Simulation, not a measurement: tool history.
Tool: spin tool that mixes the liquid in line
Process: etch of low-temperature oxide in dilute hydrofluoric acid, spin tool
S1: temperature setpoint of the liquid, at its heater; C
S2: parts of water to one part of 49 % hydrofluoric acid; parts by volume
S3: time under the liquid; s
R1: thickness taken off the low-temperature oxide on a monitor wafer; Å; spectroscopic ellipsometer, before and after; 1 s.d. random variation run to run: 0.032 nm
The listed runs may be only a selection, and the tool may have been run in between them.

run 1 hour=0 | S1=22 S2=165 S3=50 | R1=30.129
run 2 hour=6.8 | S1=22 S2=140 S3=50 | R1=36.387
run 3 hour=8.2 | S1=20 S2=140 S3=50 | R1=33.951
run 4 hour=12.9 | S1=22.5 S2=135 S3=50 | R1=38.681
run 5 hour=17.1 | S1=24.5 S2=130 S3=50 | R1=43.896
run 6 hour=20.9 | S1=24.5 S2=180 S3=50 | R1=29.704

Run 7 comes next. What will it give?
run 7 hour=21.4 | S1=28.5 S2=115 S3=50 | R1=?

Run 7 came out at R1 58.188 Å.
